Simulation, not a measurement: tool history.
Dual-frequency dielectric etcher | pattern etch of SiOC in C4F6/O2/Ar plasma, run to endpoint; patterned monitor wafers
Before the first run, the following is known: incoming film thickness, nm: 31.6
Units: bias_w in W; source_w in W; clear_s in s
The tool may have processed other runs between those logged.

run 1 hour=0 | bias_w=616 source_w=360 | clear_s=10.981
run 2 hour=3.7 | bias_w=572 source_w=360 | clear_s=11.19
run 3 hour=7.9 | bias_w=572 source_w=410 | clear_s=10.518
run 4 hour=10.5 | bias_w=520 source_w=380 | clear_s=11.135
run 5 hour=18.8 | bias_w=520 source_w=320 | clear_s=12.266
run 6 hour=25.5 | bias_w=504 source_w=320 | clear_s=12.252

Run 7 has not been measured yet. What should we expect?
run 7 hour=31.8 | bias_w=437 source_w=300 | clear_s=?

Run 7 came out at clear_s 13.201 s.
